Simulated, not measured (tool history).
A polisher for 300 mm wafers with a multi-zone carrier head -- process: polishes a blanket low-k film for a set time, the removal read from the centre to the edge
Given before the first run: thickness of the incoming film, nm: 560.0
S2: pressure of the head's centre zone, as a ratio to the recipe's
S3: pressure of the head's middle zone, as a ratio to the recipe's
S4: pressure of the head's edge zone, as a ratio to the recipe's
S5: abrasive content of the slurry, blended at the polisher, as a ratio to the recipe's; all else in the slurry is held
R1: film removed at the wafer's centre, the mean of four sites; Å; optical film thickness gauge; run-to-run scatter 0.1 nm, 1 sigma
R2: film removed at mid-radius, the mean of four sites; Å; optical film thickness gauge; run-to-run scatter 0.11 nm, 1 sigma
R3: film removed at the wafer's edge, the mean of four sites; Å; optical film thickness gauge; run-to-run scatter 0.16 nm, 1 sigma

Run 1, hour 0: flow of slurry (ml/min) 200, S2 1, S3 1, S4 1, S5 1, polishing time (s) 37. Result: R1 117.01 Å, R2 116.96 Å, R3 116.94 Å.
Run 2, hour 5.9: flow of slurry (ml/min) 200, S2 1, S3 1, S4 1, S5 0.8, polishing time (s) 37. Result: R1 109.71 Å, R2 107.38 Å, R3 111.1 Å.
Run 3, hour 9.9: flow of slurry (ml/min) 200, S2 1, S3 1, S4 1, S5 0.85, polishing time (s) 37. Result: R1 111.27 Å, R2 111.58 Å, R3 113.26 Å.
Run 4, hour 16.4: flow of slurry (ml/min) 200, S2 0.93, S3 1, S4 1, S5 0.85, polishing time (s) 37. Result: R1 102.25 Å, R2 111.07 Å, R3 110.46 Å.
At hour 20.9: slurry nozzle cleaned.
Run 5, hour 20.9: flow of slurry (ml/min) 205, S2 0.94, S3 1.02, S4 1.03, S5 0.9, polishing time (s) 37. Result: R1 107.89 Å, R2 118.34 Å, R3 120.99 Å.
Run 6, hour 27.2: flow of slurry (ml/min) 205, S2 1.02, S3 1.02, S4 1.03, S5 0.9, polishing time (s) 37. Result: R1 118.06 Å, R2 118.95 Å, R3 117.22 Å.
Run 7, hour 28.9: flow of slurry (ml/min) 215, S2 1.02, S3 1.03, S4 1.06, S5 0.9, polishing time (s) 37. Result: R1 119.18 Å, R2 119.89 Å, R3 120.98 Å.
Run 8, hour 34.4: flow of slurry (ml/min) 270, S2 1.02, S3 1.13, S4 1.16, S5 1, polishing time (s) 37. Result: R1 126.97 Å, R2 137.21 Å, R3 129.69 Å.
Run 9, hour 39.6: flow of slurry (ml/min) 270, S2 1.01, S3 1.13, S4 1.16, S5 1, polishing time (s) 37. Result: R1 125.26 Å, R2 137.38 Å, R3 132.09 Å.
Run 10, hour 48.5: flow of slurry (ml/min) 270, S2 1.01, S3 1.13, S4 1.17, S5 1, polishing time (s) 37. Result: R1 126.22 Å, R2 138.97 Å, R3 132.27 Å.

For run 11, what comes out?
Run 11, hour 51.8: flow of slurry (ml/min) 270, S2 1, S3 1.12, S4 1.18, S5 1.05, polishing time (s) 37. Result: R1 ?, R2 ?, R3 ?.

{"run 11": {"R1": 125.53, "R2": 137.5, "R3": 136.63}}
